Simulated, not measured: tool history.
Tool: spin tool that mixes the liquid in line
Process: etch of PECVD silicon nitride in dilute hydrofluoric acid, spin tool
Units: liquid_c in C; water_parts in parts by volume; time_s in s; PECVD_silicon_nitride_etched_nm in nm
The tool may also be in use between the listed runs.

run	day	liquid_c	water_parts	time_s	PECVD_silicon_nitride_etched_nm
1	0.000	20.0	70	45	1.4636
2	0.221	20.0	85	45	1.1941
3	0.500	20.0	95	45	1.0731
4	0.592	22.0	95	45	1.2322
5	0.821	23.0	95	45	1.3209
6	0.933	24.0	95	45	1.4059

The next listed run, before its measurement:
7	1.067	24.5	95	45	?

Run 7 gave PECVD_silicon_nitride_etched_nm 1.4676 nm.
